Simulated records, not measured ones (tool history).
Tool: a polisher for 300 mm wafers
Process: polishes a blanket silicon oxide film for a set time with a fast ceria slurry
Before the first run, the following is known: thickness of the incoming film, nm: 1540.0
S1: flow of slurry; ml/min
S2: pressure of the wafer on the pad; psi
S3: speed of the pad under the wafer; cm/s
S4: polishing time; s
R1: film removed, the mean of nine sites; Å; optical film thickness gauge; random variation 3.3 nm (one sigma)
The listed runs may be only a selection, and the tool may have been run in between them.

run  hour   S1   S2   S3  S4      R1
  1     0  305  3.3  116  36  6224.8
  2   7.1  305  3.3  104  36  5880.6
  3  15.1  305  3.3   90  36  5394.6
  4  20.4  305  3.2   90  36  5246.8
  5  22.7  305  3.2   90  38  5565.8
  6  24.7  305  3.1   90  38  5412.8
  7  27.6  305    3   90  38  5327.8
  8  35.8  305  2.9   90  38  5128.6
  9  37.7  305  2.8   90  38  5132.3

Expected results for the next run?
 10  44.3  305  2.7  90  38   ?

{"run 10": {"R1": 4915.8}}
